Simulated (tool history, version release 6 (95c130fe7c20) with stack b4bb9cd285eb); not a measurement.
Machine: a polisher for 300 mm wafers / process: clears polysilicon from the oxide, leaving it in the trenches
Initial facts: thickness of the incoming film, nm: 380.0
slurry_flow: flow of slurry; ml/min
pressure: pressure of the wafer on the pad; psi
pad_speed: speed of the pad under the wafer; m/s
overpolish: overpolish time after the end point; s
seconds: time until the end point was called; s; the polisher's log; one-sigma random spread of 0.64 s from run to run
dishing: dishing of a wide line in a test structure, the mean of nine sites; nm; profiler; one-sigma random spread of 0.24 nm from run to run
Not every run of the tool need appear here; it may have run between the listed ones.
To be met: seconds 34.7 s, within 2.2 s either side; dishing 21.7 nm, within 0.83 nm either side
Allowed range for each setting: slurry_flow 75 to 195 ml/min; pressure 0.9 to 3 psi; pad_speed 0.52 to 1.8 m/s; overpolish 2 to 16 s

run,hour,slurry_flow,pressure,pad_speed,overpolish,seconds,dishing
1,0,125,1.9,1.16,8,36.732,35.419
2,2.5,125,1.9,1.16,7,37.784,34.399
3,9.8,125,1.9,1.16,10,37.908,39.606
4,12.9,125,1.9,1.02,10,40.994,38.399
5,21.5,120,1.8,1.1,9,41.99,36.319
6,26.5,130,1.8,1.06,8,41.849,34.94
7,27.5,125,1.8,1.1,7,39.769,32.73
8,32.8,90,1.2,1.42,3,55.408,15.272
9,40.4,100,1.2,1.44,3,54.614,15.74
10,49.4,110,1.2,1.46,3,51.528,16.257
11,54.6,120,1.2,1.48,3,49.893,16.396
12,56.1,125,1.2,1.48,3,48.019,16.538
13,59.9,130,1.2,1.48,3,47.871,16.876
14,66.1,135,1.2,1.48,3,47.845,17.139
15,72.4,140,1.2,1.48,3,48.206,16.835
16,79.4,140,1.3,1.48,3,45.417,17.789

Consider the 4 candidate settings below. Which is the only one whose results all fall within their allowed miss of target?
A,86.4,140,1.6,1.28,4,?,?
B,86.4,140,1.2,1.14,5,?,?
C,86.4,130,1.6,1.4,3,?,?
D,86.4,140,1.7,1.52,3,?,?

move,seconds,dishing
A,40.756,23.735
B,57.991,21.691
C,38.924,19.996
D,34.117,21.996
A: gains on the last run, yet a result remains outside its allowed miss
B: further off than the last run
C: gains on the last run, yet a result remains outside its allowed miss
D: in spec on every target
Go with D: it meets all targets.
